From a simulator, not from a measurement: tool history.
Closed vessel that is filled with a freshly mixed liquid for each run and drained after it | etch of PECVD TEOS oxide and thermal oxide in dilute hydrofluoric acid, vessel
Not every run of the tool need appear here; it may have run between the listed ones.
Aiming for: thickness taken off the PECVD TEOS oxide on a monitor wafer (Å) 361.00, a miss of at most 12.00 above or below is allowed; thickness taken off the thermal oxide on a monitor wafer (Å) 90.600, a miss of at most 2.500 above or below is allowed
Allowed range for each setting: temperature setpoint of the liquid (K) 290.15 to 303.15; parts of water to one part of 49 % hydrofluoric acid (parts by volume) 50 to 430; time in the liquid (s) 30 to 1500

run,hour,temperature setpoint of the liquid (K),parts of water to one part of 49 % hydrofluoric acid (parts by volume),time in the liquid (s),thickness taken off the PECVD TEOS oxide on a monitor wafer (Å),thickness taken off the thermal oxide on a monitor wafer (Å)
1,0.0,295.15,240,765,403.16,101.730
2,6.4,294.65,240,765,405.11,100.180
3,13.6,294.65,240,955,493.32,124.390
4,17.5,294.65,240,1135,587.15,147.710
5,26.2,294.65,240,1450,743.34,187.880
6,30.0,294.65,185,1450,1033.90,258.690
7,33.5,293.65,215,1450,828.19,207.340
8,37.1,293.15,240,1450,716.93,177.760
9,39.8,292.65,260,1450,630.74,159.390
10,47.7,292.65,260,1450,629.28,158.480
11,48.9,292.15,275,1450,578.81,144.040
12,54.5,291.65,290,1450,530.20,133.010
13,55.2,291.15,305,1450,489.24,122.670
14,60.9,291.15,315,1450,473.87,117.510
15,64.6,291.15,325,1450,454.12,112.380
16,65.8,291.15,335,1450,433.17,107.340
17,71.4,291.15,340,1450,428.97,106.850
18,72.8,291.15,345,1450,419.46,104.030
19,81.8,291.15,350,1450,406.15,102.820
20,90.4,291.15,350,1450,407.44,101.860
21,91.7,291.15,355,1450,392.54,100.850
22,94.8,291.15,355,1445,397.61,100.300
23,103.6,290.65,360,1445,386.52,96.450
# hour 109.9: hydrofluoric acid flow meter replaced
24,109.9,290.65,365,1445,418.29,105.260

Which of these 4 next moves meets every target?
A,116.2,290.15,345,1465,?,?
B,116.2,291.65,335,1395,?,?
C,116.2,291.15,345,1490,?,?
D,116.2,290.65,390,1355,?,?

move,thickness taken off the PECVD TEOS oxide on a monitor wafer (Å),thickness taken off the thermal oxide on a monitor wafer (Å)
A,445.61,114.350
B,465.60,119.480
C,470.21,120.660
D,358.22,91.922
A: its largest miss is bigger than the last run's
B: its largest miss is bigger than the last run's
C: its largest miss is bigger than the last run's
D: each result inside its tolerance
D is the move that brings every result within its allowed miss.
